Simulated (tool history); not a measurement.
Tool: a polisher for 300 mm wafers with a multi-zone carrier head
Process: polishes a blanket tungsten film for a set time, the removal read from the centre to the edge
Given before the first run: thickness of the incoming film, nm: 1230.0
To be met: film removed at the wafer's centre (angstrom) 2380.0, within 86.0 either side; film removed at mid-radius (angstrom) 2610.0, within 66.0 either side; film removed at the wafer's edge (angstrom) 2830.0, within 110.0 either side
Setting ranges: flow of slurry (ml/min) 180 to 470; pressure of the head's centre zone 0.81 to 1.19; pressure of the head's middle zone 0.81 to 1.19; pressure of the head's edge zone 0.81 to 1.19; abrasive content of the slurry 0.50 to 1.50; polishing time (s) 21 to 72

run,hour,flow of slurry (ml/min),pressure of the head's centre zone,pressure of the head's middle zone,pressure of the head's edge zone,abrasive content of the slurry,polishing time (s),film removed at the wafer's centre (angstrom),film removed at mid-radius (angstrom),film removed at the wafer's edge (angstrom)
1,0.0,300,1.00,1.00,1.00,1.00,46,2139.1,2167.1,2150.0
2,7.5,300,0.98,1.00,1.04,1.10,47,2156.9,2267.8,2355.5
3,14.4,300,0.98,1.00,1.04,1.20,47,2257.6,2276.7,2340.9
4,19.8,300,0.98,1.00,1.10,1.20,47,2260.5,2274.7,2371.9
5,21.6,305,0.95,1.00,1.11,1.25,48,2179.5,2378.2,2523.8
6,27.0,305,0.95,1.08,1.11,1.25,48,2233.8,2520.3,2538.2
7,32.4,315,0.95,1.07,1.13,1.30,48,2250.2,2509.8,2574.3
8,39.9,320,0.95,1.06,1.15,1.35,48,2266.6,2510.5,2503.6
9,44.9,300,0.95,1.05,1.16,1.35,49,2317.1,2518.2,2599.8
10,46.2,290,0.94,1.04,1.16,1.35,50,2292.7,2525.2,2676.2
11,48.1,290,0.94,1.04,1.16,1.35,50,2320.7,2515.4,2657.7

Exactly one of the 5 candidate moves below puts every result within its allowed miss. Which one?
A,50.0,305,0.96,1.17,1.08,1.40,46,?,?,?
B,50.0,215,0.92,1.00,1.16,1.50,54,?,?,?
C,50.0,305,0.82,0.90,1.19,1.05,58,?,?,?
D,50.0,300,1.11,1.11,1.14,1.50,47,?,?,?
E,50.0,275,1.10,1.02,1.12,1.35,47,?,?,?

move,film removed at the wafer's centre (angstrom),film removed at mid-radius (angstrom),film removed at the wafer's edge (angstrom)
A,2177.2,2635.9,2374.1
B,2356.1,2617.2,2833.6
C,2237.9,2538.4,3010.6
D,2591.5,2598.6,2522.5
E,2492.6,2350.6,2438.6
A: further off than the last run
B: hits every target within its allowed miss
C: takes the biggest miss from the last run beyond its target
D: further off than the last run
E: further off than the last run
Go with B: it meets all targets.
